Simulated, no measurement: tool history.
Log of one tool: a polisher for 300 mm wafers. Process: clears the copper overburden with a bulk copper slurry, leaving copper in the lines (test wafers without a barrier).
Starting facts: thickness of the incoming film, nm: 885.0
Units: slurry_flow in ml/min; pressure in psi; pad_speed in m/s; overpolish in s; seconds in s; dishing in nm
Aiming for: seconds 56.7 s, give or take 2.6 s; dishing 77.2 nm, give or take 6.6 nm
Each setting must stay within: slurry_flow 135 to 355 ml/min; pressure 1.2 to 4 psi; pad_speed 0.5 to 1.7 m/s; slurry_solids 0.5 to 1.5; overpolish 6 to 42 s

run 1 hour=0 | slurry_flow=225 pressure=2.6 pad_speed=1.1 slurry_solids=1 overpolish=21 | seconds=86.097 dishing=84.278
run 2 hour=1.9 | slurry_flow=225 pressure=2.6 pad_speed=0.88 slurry_solids=1 overpolish=21 | seconds=106.43 dishing=71.689
run 3 hour=5.7 | slurry_flow=280 pressure=2.6 pad_speed=0.88 slurry_solids=1 overpolish=21 | seconds=102.96 dishing=72.85
run 4 hour=12.2 | slurry_flow=280 pressure=2.7 pad_speed=0.88 slurry_solids=1 overpolish=20 | seconds=100.03 dishing=73.37
run 5 hour=18.4 | slurry_flow=310 pressure=2.7 pad_speed=0.88 slurry_solids=1 overpolish=20 | seconds=99.788 dishing=71.647
run 6 hour=21.5 | slurry_flow=310 pressure=2.3 pad_speed=0.88 slurry_solids=1 overpolish=20 | seconds=117.01 dishing=65.865
run 7 hour=22.7 | slurry_flow=310 pressure=2.5 pad_speed=0.88 slurry_solids=1 overpolish=19 | seconds=106.48 dishing=68.364
run 8 hour=23.9 | slurry_flow=310 pressure=2.6 pad_speed=0.88 slurry_solids=1 overpolish=18 | seconds=101.26 dishing=70.206
run 9 hour=32.2 | slurry_flow=315 pressure=2.7 pad_speed=0.88 slurry_solids=1 overpolish=17 | seconds=98.647 dishing=65.334
run 10 hour=37.5 | slurry_flow=315 pressure=2.8 pad_speed=0.88 slurry_solids=1 overpolish=17 | seconds=93.632 dishing=68.755
run 11 hour=46.4 | slurry_flow=315 pressure=2.9 pad_speed=0.88 slurry_solids=1 overpolish=16 | seconds=91.995 dishing=66.074
run 12 hour=50.6 | slurry_flow=315 pressure=3 pad_speed=0.88 slurry_solids=1 overpolish=16 | seconds=89.316 dishing=68.744
run 13 hour=58.2 | slurry_flow=315 pressure=3.1 pad_speed=0.9 slurry_solids=1 overpolish=16 | seconds=87.189 dishing=73.899
run 14 hour=65.6 | slurry_flow=345 pressure=3.6 pad_speed=1.2 slurry_solids=1.15 overpolish=6 | seconds=52.789 dishing=53.395
run 15 hour=69.7 | slurry_flow=320 pressure=3.6 pad_speed=1.16 slurry_solids=1.05 overpolish=16 | seconds=57.113 dishing=87.87
run 16 hour=76.2 | slurry_flow=320 pressure=3.6 pad_speed=1.16 slurry_solids=1.1 overpolish=15 | seconds=57.253 dishing=87.988
run 17 hour=81.7 | slurry_flow=320 pressure=3.6 pad_speed=1.18 slurry_solids=1.1 overpolish=14 | seconds=55.415 dishing=84.946

Exactly one of the 5 candidate moves below puts every result within its allowed miss. Which one?
run A hour=87.2 | slurry_flow=345 pressure=3.5 pad_speed=1.22 slurry_solids=1 overpolish=18 | seconds=? dishing=?
run B hour=87.2 | slurry_flow=315 pressure=3.5 pad_speed=1.16 slurry_solids=1.15 overpolish=19 | seconds=? dishing=?
run C hour=87.2 | slurry_flow=245 pressure=3.9 pad_speed=1.1 slurry_solids=1.2 overpolish=8 | seconds=? dishing=?
run D hour=87.2 | slurry_flow=255 pressure=3.5 pad_speed=1.2 slurry_solids=1.05 overpolish=12 | seconds=? dishing=?
run E hour=87.2 | slurry_flow=325 pressure=3.5 pad_speed=1.18 slurry_solids=1.15 overpolish=17 | seconds=? dishing=?

move=A seconds=54.877 dishing=92.627
move=B seconds=56.173 dishing=93.586
move=C seconds=54.03 dishing=62.958
move=D seconds=56.728 dishing=76.697
move=E seconds=55.097 dishing=90.643
A: its largest miss is bigger than the last run's
B: its largest miss is bigger than the last run's
C: takes the result that was furthest off past its target
D: meets every target
E: its largest miss is bigger than the last run's
So the answer is move D, the one that meets all the targets.
